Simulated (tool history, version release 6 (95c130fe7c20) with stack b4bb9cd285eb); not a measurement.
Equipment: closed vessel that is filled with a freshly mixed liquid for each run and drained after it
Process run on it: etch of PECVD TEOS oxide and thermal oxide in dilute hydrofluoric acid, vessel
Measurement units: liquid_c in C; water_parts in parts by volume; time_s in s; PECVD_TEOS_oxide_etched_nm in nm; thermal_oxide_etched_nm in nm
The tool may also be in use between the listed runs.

Run 1, hour 0: liquid_c 20 C, water_parts 65 parts by volume, time_s 140 s. Result: PECVD_TEOS_oxide_etched_nm 33.163 nm, thermal_oxide_etched_nm 8.9398 nm.
Run 2, hour 5.5: liquid_c 19 C, water_parts 80 parts by volume, time_s 125 s. Result: PECVD_TEOS_oxide_etched_nm 22.811 nm, thermal_oxide_etched_nm 6.1012 nm.
Run 3, hour 13.5: liquid_c 18.5 C, water_parts 90 parts by volume, time_s 110 s. Result: PECVD_TEOS_oxide_etched_nm 17.319 nm, thermal_oxide_etched_nm 4.6252 nm.
Run 4, hour 22.7: liquid_c 18 C, water_parts 95 parts by volume, time_s 100 s. Result: PECVD_TEOS_oxide_etched_nm 14.522 nm, thermal_oxide_etched_nm 3.8489 nm.
Run 5, hour 30.2: liquid_c 17.5 C, water_parts 100 parts by volume, time_s 95 s. Result: PECVD_TEOS_oxide_etched_nm 12.813 nm, thermal_oxide_etched_nm 3.3786 nm.
Run 6, hour 37.9: liquid_c 19.5 C, water_parts 100 parts by volume, time_s 95 s. Result: PECVD_TEOS_oxide_etched_nm 13.884 nm, thermal_oxide_etched_nm 3.6787 nm.

Run 7, settings as shown, results not yet in. Your forecast:
Run 7, hour 46: liquid_c 19 C, water_parts 105 parts by volume, time_s 90 s. Result: PECVD_TEOS_oxide_etched_nm ?, thermal_oxide_etched_nm ?.

{"run 7": {"PECVD_TEOS_oxide_etched_nm": 12.15, "thermal_oxide_etched_nm": 3.2125}}
